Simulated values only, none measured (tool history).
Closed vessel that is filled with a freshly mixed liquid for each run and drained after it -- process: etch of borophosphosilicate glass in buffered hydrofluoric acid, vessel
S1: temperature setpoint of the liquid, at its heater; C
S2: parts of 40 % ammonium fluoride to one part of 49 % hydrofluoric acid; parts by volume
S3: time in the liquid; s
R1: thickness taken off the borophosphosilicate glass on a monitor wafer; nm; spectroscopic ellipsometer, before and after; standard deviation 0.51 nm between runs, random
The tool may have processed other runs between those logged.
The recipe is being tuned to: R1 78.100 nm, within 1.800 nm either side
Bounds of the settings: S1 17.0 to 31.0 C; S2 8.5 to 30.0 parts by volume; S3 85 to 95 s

Run 1, hour 0.0: S1 23.0 C, S2 23.0 parts by volume, S3 85 s. Result: R1 57.021 nm.
Run 2, hour 2.0: S1 25.0 C, S2 23.0 parts by volume, S3 85 s. Result: R1 64.835 nm.
Run 3, hour 8.3: S1 25.5 C, S2 23.0 parts by volume, S3 85 s. Result: R1 66.056 nm.
Run 4, hour 10.3: S1 26.0 C, S2 23.0 parts by volume, S3 85 s. Result: R1 67.813 nm.
Run 5, hour 12.7: S1 26.0 C, S2 23.0 parts by volume, S3 85 s. Result: R1 67.657 nm.
Run 6, hour 16.7: S1 26.0 C, S2 23.0 parts by volume, S3 85 s. Result: R1 67.565 nm.
Run 7, hour 20.9: S1 26.5 C, S2 23.0 parts by volume, S3 85 s. Result: R1 68.988 nm.
Run 8, hour 24.3: S1 27.0 C, S2 23.0 parts by volume, S3 85 s. Result: R1 70.709 nm.
Run 9, hour 31.7: S1 27.5 C, S2 23.0 parts by volume, S3 85 s. Result: R1 73.349 nm.
Run 10, hour 38.1: S1 28.0 C, S2 23.0 parts by volume, S3 85 s. Result: R1 74.815 nm.

Which of these 4 next moves meets every target?
Run A, hour 44.5: S1 28.0 C, S2 22.0 parts by volume, S3 85 s. Result: R1 ?.
Run B, hour 44.5: S1 29.0 C, S2 29.5 parts by volume, S3 90 s. Result: R1 ?.
Run C, hour 44.5: S1 29.5 C, S2 26.5 parts by volume, S3 85 s. Result: R1 ?.
Run D, hour 44.5: S1 27.5 C, S2 24.5 parts by volume, S3 90 s. Result: R1 ?.

move      R1
   A  77.532
   B  70.785
   C  73.871
   D  74.236
A: all results in spec
B: the biggest miss grows against the last run
C: the biggest miss grows against the last run
D: the biggest miss grows against the last run
A meets every target.
